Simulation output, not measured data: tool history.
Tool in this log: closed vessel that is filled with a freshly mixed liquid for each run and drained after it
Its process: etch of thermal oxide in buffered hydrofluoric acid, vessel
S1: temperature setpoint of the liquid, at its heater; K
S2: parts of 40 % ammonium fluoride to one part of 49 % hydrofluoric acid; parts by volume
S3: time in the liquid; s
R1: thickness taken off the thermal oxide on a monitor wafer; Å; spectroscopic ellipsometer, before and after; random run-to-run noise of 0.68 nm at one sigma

| run | hour | S1 | S2 | S3 | R1 |
|---|---|---|---|---|---|
| 1 | 0 | 293.15 | 8.5 | 35 | 323.99 |
| 2 | 8.6 | 294.65 | 8 | 35 | 375.42 |
| 3 | 9.7 | 296.15 | 7.5 | 35 | 430.42 |
| 4 | 10.5 | 297.15 | 7 | 35 | 496.11 |
|  | 17.5 | hydrofluoric acid flow meter replaced |
| 5 | 17.5 | 298.15 | 7 | 35 | 590.45 |
| 6 | 18.8 | 295.15 | 7 | 35 | 486.09 |
| 7 | 27 | 296.15 | 7 | 35 | 516.65 |
| 8 | 29.8 | 297.15 | 7 | 35 | 552.03 |

Estimate the outcome of run 9 from the log above:
| 9 | 33.4 | 297.65 | 7 | 35 | ? |

{"run 9": {"R1": 570.85}}
